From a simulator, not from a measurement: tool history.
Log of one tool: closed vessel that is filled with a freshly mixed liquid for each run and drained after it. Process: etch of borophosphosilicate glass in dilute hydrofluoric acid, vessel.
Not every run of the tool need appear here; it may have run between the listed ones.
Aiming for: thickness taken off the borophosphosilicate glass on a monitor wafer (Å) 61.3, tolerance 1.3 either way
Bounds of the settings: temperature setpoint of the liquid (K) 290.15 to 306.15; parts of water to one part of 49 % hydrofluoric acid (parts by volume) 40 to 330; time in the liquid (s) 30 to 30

run,day,temperature setpoint of the liquid (K),parts of water to one part of 49 % hydrofluoric acid (parts by volume),time in the liquid (s),thickness taken off the borophosphosilicate glass on a monitor wafer (Å)
1,0,298.15,185,30,89.316
2,0.129,298.15,185,30,89.058
3,0.4,295.65,190,30,78.739
4,0.654,294.15,195,30,72.047
5,0.938,295.65,195,30,75.869
6,1.158,295.65,160,30,96.154
7,1.3,294.15,175,30,82.007
8,1.521,293.15,180,30,76.586
9,1.875,292.15,185,30,70.882
10,2.088,291.65,190,30,67.254
11,2.417,291.15,190,30,65.846
12,2.608,290.65,190,30,64.723

Of the 5 settings listed for the next run, only one would bring every result within its allowed miss of target. Which one?
A,2.8,292.65,205,30,?
B,2.8,290.15,205,30,?
C,2.8,290.15,180,30,?
D,2.8,290.15,195,30,?
E,2.8,291.15,195,30,?

move,thickness taken off the borophosphosilicate glass on a monitor wafer (Å)
A,63.9
B,57.929
C,67.514
D,61.459
E,63.954
A: nearer than the last run, and not there yet
B: the result that was furthest off in the last run now lies on the other side of its target
C: misses by more than the last run did
D: meets every target
E: nearer than the last run, and not there yet
The right move is D.
